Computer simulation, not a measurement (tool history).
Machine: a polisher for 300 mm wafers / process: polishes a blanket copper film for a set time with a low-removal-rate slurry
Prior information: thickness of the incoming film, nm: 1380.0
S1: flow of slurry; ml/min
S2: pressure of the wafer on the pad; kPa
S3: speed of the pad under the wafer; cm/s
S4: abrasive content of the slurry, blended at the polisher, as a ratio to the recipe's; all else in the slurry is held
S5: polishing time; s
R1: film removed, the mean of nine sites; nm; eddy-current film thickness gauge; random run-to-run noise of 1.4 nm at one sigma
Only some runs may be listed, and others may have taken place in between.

run	hour	S1	S2	S3	S4	S5	R1
1	0	135	13.8	110	1	107	268.61
2	5.8	135	13.1	108	1	107	253.56
3	11.5	135	13.1	108	1	113	272.18
4	14.7	135	13.1	108	1	107	258.32
5	21.3	110	13.1	108	1	107	248.93
6	24.4	110	13.1	122	1	107	276.9
7	28.4	110	12.4	118	1	107	262.33

For run 8, what comes out?
8	36.7	95	8.3	88	0.95	107	?

Run 8 measured R1 148.87 nm.
